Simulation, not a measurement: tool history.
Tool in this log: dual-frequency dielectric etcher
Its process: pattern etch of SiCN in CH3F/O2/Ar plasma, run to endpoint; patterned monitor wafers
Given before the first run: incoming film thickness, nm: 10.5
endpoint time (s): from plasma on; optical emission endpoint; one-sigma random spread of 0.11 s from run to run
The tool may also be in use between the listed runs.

run	hour	source power (W)	bias power (W)	endpoint time (s)
1	0	490	96	23.603
2	4	550	96	22.961
3	5.5	610	96	22.233
4	11.1	610	81	23.477
5	13.1	680	81	22.714
6	18.6	680	72	23.429

What does the tool deliver on the next run?
7	22.3	640	70	?

Run 7 came out at endpoint time (s) 24.209.

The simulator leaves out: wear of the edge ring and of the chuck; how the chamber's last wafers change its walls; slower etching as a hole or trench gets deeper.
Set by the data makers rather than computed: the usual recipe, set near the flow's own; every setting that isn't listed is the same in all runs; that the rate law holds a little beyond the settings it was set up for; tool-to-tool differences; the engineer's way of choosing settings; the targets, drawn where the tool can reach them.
